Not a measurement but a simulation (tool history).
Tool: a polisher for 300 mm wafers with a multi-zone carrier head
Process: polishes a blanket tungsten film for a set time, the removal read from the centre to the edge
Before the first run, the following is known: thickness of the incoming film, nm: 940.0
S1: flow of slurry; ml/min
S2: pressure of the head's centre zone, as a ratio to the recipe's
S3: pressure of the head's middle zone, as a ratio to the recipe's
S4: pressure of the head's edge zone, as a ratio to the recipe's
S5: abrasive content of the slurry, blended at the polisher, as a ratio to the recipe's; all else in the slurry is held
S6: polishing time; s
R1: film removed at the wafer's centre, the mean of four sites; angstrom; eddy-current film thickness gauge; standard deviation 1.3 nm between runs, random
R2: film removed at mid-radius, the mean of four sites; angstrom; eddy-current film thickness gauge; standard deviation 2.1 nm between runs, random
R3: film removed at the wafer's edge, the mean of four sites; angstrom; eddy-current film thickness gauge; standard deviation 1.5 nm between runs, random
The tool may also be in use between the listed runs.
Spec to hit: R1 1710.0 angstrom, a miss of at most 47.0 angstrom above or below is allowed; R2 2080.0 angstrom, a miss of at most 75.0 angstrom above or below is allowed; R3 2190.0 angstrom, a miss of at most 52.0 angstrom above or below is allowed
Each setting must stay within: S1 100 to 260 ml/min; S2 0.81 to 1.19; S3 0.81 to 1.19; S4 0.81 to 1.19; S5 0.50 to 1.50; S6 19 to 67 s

run  hour   S1    S2    S3    S4    S5  S6      R1      R2      R3
  1   0.0  165  1.00  1.00  1.00  1.00  43  2559.1  2572.8  2615.1
  2   6.9  150  0.95  0.99  1.00  0.90  43  2340.6  2470.3  2550.4
  3  14.3  150  1.03  0.99  1.00  0.90  43  2558.4  2411.3  2525.4
  4  19.0  150  0.94  0.99  1.00  0.90  43  2324.5  2448.7  2530.7
  5  20.4  175  0.94  0.99  1.00  0.90  43  2346.7  2570.5  2573.3
  6  25.2  170  0.91  0.98  1.00  0.80  42  2133.3  2361.5  2405.2
  7  29.1  170  0.91  0.98  1.00  0.80  42  2138.5  2333.2  2424.1
  8  31.1  170  0.91  0.98  1.00  0.80  42  2165.4  2353.7  2394.1

Which one of the following 4 next-run settings gets every result inside its allowed miss? There is exactly one.
  A  33.1  120  0.81  1.00  0.93  0.55  41   ?   ?   ?
  B  33.1  230  0.82  1.11  1.00  0.65  37   ?   ?   ?
  C  33.1  230  0.83  0.98  1.11  0.95  34   ?   ?   ?
  D  33.1  170  0.83  0.87  1.09  1.10  36   ?   ?   ?

move      R1      R2      R3
   A  1633.7  2064.6  2018.5
   B  1683.8  2223.5  2063.1
   C  1713.1  2067.0  2187.8
   D  1812.6  2045.0  2325.8
A: carries the result that was furthest off beyond its target, to the other side
B: brings the last run's worst result on target, with another outside its allowed miss
C: each result inside its tolerance
D: gains on the last run, yet a result remains outside its allowed miss
Correct choice: C, which meets every target
